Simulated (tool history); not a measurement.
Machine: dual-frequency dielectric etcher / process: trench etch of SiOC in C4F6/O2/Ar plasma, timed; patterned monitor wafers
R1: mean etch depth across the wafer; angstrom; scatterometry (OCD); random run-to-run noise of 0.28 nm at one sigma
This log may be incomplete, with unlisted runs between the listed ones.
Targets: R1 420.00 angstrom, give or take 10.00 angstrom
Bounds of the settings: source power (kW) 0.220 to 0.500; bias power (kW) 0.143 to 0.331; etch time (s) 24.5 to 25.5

{"run": 1, "hour": 0.0, "source power (kW)": 0.36, "bias power (kW)": 0.237, "etch time (s)": 24.5, "R1": 519.11}
{"run": 2, "hour": 4.4, "source power (kW)": 0.35, "bias power (kW)": 0.231, "etch time (s)": 24.5, "R1": 508.76}
{"run": 3, "hour": 12.8, "source power (kW)": 0.35, "bias power (kW)": 0.215, "etch time (s)": 24.5, "R1": 491.91}
{"run": 4, "hour": 15.7, "source power (kW)": 0.35, "bias power (kW)": 0.255, "etch time (s)": 24.5, "R1": 529.54}
{"run": 5, "hour": 23.7, "source power (kW)": 0.34, "bias power (kW)": 0.248, "etch time (s)": 24.5, "R1": 516.0}
{"run": 6, "hour": 30.4, "source power (kW)": 0.39, "bias power (kW)": 0.248, "etch time (s)": 24.5, "R1": 560.63}
{"run": 7, "hour": 36.0, "source power (kW)": 0.37, "bias power (kW)": 0.246, "etch time (s)": 24.5, "R1": 539.16}
{"run": 8, "hour": 43.3, "source power (kW)": 0.3, "bias power (kW)": 0.203, "etch time (s)": 24.5, "R1": 436.76}
{"run": 9, "hour": 45.4, "source power (kW)": 0.3, "bias power (kW)": 0.203, "etch time (s)": 24.5, "R1": 430.16}

Which of these 5 next moves meets every target?
{"run": "A", "hour": 47.5, "source power (kW)": 0.32, "bias power (kW)": 0.188, "etch time (s)": 25.0, "R1": "?"}
{"run": "B", "hour": 47.5, "source power (kW)": 0.33, "bias power (kW)": 0.174, "etch time (s)": 25.5, "R1": "?"}
{"run": "C", "hour": 47.5, "source power (kW)": 0.27, "bias power (kW)": 0.222, "etch time (s)": 24.5, "R1": "?"}
{"run": "D", "hour": 47.5, "source power (kW)": 0.32, "bias power (kW)": 0.193, "etch time (s)": 25.0, "R1": "?"}
{"run": "E", "hour": 47.5, "source power (kW)": 0.31, "bias power (kW)": 0.2, "etch time (s)": 24.5, "R1": "?"}

move=A R1=438.21
move=B R1=437.46
move=C R1=419.79
move=D R1=444.12
move=E R1=434.73
A: the biggest miss grows against the last run
B: the biggest miss grows against the last run
C: each result inside its tolerance
D: the biggest miss grows against the last run
E: the biggest miss grows against the last run
Answer: C
